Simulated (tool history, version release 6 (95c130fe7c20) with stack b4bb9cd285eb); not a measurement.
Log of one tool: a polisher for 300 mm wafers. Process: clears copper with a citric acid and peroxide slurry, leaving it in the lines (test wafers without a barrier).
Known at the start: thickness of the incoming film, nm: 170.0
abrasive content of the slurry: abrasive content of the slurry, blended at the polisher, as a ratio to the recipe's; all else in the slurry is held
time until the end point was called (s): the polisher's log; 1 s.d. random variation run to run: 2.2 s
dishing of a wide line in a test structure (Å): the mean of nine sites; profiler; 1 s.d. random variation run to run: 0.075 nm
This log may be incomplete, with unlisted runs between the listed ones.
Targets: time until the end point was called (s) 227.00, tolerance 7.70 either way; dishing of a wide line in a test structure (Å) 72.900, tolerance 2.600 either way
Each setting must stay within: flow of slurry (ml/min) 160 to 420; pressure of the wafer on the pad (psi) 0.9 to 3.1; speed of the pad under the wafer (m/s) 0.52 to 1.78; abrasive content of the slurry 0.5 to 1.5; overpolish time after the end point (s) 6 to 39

run    day  flow of slurry (ml/min)  pressure of the wafer on the pad (psi)  speed of the pad under the wafer (m/s)  abrasive content of the slurry  overpolish time after the end point (s)  time until the end point was called (s)  dishing of a wide line in a test structure (Å)
  1  0.000                      270                                     2.0                                    1.14                             1.0                                       20                                   117.86                                         215.630
  2  0.233                      275                                     1.8                                    1.04                             1.0                                       17                                   138.11                                         159.320
  3  0.379                      285                                     1.6                                    0.96                             1.0                                       15                                   161.74                                         124.090
  4  0.433                      285                                     1.6                                    0.96                             1.0                                       19                                   163.01                                         156.150
  5  0.717                      285                                     1.6                                    0.74                             1.0                                       19                                   208.98                                         120.510
  6  1.088                      300                                     1.5                                    0.74                             1.0                                       16                                   219.66                                         102.540
  7  1.383                      290                                     1.5                                    0.74                             1.0                                       14                                   216.52                                          89.908
  8  1.471                      280                                     1.5                                    0.74                             1.0                                       13                                   216.52                                          82.234
  9  1.542                      260                                     1.5                                    0.74                             1.0                                       13                                   213.86                                          80.307
 10  1.879                      250                                     1.5                                    0.74                             1.0                                       13                                   219.82                                          81.766
 11  2.104                      240                                     1.5                                    0.74                             1.0                                       13                                   217.35                                          81.377
 12  2.412                      230                                     1.5                                    0.74                             1.0                                       13                                   221.79                                          80.743
 13  2.492                      225                                     1.5                                    0.74                             1.0                                       13                                   222.15                                          80.056
 14  2.862                      220                                     1.5                                    0.74                             1.0                                       13                                   221.92                                          79.418
 15  3.075                      215                                     1.5                                    0.74                             1.0                                       13                                   228.70                                          78.572
 16  3.208                      230                                     1.5                                    0.74                             1.0                                       11                                   219.07                                          67.575

4 next moves are on the table. One of them brings every result within its allowed miss. Which?
  A  3.342                      320                                     1.0                                    0.96                             0.9                                       13                                        ?                                               ?
  B  3.342                      300                                     1.4                                    0.72                             1.1                                       12                                        ?                                               ?
  C  3.342                      190                                     1.5                                    0.74                             1.0                                       13                                        ?                                               ?
  D  3.342                      225                                     1.4                                    0.70                             1.0                                       13                                        ?                                               ?

move  time until the end point was called (s)  dishing of a wide line in a test structure (Å)
   A                                   215.84                                          82.556
   B                                   227.61                                          72.930
   C                                   227.95                                          78.711
   D                                   244.58                                          73.507
A: moves the result that the last run missed by most past its target, out the other side
B: hits every target within its allowed miss
C: moves the result that the last run missed by most past its target, out the other side
D: puts the biggest miss on target and leaves a different result outside tolerance
So the answer is move B, the one that meets all the targets.
